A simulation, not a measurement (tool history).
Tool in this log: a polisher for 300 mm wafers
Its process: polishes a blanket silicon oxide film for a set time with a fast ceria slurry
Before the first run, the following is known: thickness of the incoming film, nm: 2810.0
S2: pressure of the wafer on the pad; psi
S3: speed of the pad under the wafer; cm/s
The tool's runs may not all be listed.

run 1 hour=0 | flow_of_slurry_(ml/min)=150 S2=2.9 S3=82 polishing_time_(s)=38 | film_removed_(nm)=536.85
run 2 hour=8.6 | flow_of_slurry_(ml/min)=160 S2=3.3 S3=82 polishing_time_(s)=38 | film_removed_(nm)=598.25
run 3 hour=14.3 | flow_of_slurry_(ml/min)=160 S2=3.3 S3=82 polishing_time_(s)=34 | film_removed_(nm)=537.89
run 4 hour=20.3 | flow_of_slurry_(ml/min)=160 S2=3.3 S3=82 polishing_time_(s)=34 | film_removed_(nm)=536.32
run 5 hour=23.1 | flow_of_slurry_(ml/min)=160 S2=2.8 S3=82 polishing_time_(s)=34 | film_removed_(nm)=468.57
run 6 hour=28.4 | flow_of_slurry_(ml/min)=160 S2=2.8 S3=82 polishing_time_(s)=34 | film_removed_(nm)=471.5
run 7 hour=29 | flow_of_slurry_(ml/min)=160 S2=3.3 S3=86 polishing_time_(s)=34 | film_removed_(nm)=557.23
run 8 hour=36 | flow_of_slurry_(ml/min)=160 S2=3.6 S3=92 polishing_time_(s)=34 | film_removed_(nm)=636.11

For run 9, what comes out?
run 9 hour=37.3 | flow_of_slurry_(ml/min)=195 S2=4.4 S3=102 polishing_time_(s)=34 | film_removed_(nm)=?

film removed (nm): 853.74
